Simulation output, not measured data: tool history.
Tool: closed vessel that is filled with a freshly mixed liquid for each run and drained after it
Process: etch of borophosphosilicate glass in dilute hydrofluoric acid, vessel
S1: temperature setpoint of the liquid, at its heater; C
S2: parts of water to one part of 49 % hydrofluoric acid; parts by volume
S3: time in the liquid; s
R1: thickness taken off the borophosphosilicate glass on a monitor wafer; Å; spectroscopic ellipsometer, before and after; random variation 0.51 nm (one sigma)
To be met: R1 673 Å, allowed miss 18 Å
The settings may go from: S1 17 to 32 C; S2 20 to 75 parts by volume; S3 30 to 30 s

run	hour	S1	S2	S3	R1
1	0	24	45	30	344.06
2	3	27	45	30	387.71
3	6.4	27	45	30	393.26
4	7.9	27	45	30	388.56
5	9.8	25.5	45	30	363.57
6	12.3	23	45	30	327.65
7	17.2	23	45	30	327.45
8	24.4	27	30	30	592.8
9	27.2	27.5	30	30	609.99

4 next moves are on the table. One of them brings every result within its allowed miss. Which?
A	30	30	30	30	?
B	30	31.5	30	30	?
C	30	27	25	30	?
D	30	21.5	20	30	?

move	R1
A	673.67
B	715.12
C	721.24
D	720.3
A: meets every target
B: takes the result that was furthest off past its target
C: takes the result that was furthest off past its target
D: takes the result that was furthest off past its target
The right move is A.

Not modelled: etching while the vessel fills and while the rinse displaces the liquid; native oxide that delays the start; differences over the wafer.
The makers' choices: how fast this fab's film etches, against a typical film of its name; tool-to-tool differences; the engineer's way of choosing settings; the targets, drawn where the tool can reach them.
